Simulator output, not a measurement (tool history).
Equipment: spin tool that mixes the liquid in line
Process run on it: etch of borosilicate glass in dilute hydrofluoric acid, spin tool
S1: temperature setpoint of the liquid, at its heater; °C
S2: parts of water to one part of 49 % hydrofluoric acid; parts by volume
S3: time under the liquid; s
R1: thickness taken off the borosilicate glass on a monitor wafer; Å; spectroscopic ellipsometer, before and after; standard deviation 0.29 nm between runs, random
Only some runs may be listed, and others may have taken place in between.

Run 1, hour 0.0: S1 25.0 °C, S2 45 parts by volume, S3 70 s. Result: R1 524.05 Å.
Run 2, hour 8.7: S1 25.0 °C, S2 45 parts by volume, S3 70 s. Result: R1 520.30 Å.
Run 3, hour 13.4: S1 25.0 °C, S2 40 parts by volume, S3 70 s. Result: R1 594.66 Å.
Run 4, hour 16.0: S1 23.5 °C, S2 40 parts by volume, S3 70 s. Result: R1 558.19 Å.
Run 5, hour 19.3: S1 23.5 °C, S2 40 parts by volume, S3 75 s. Result: R1 606.73 Å.
Run 6, hour 27.7: S1 22.5 °C, S2 40 parts by volume, S3 75 s. Result: R1 571.19 Å.
Run 7, hour 28.6: S1 21.5 °C, S2 40 parts by volume, S3 75 s. Result: R1 544.74 Å.
Run 8, hour 33.5: S1 20.5 °C, S2 40 parts by volume, S3 75 s. Result: R1 523.52 Å.

Run 9 has not been measured yet. What should we expect?
Run 9, hour 36.5: S1 20.0 °C, S2 40 parts by volume, S3 75 s. Result: R1 ?.

R1: 520.60 Å
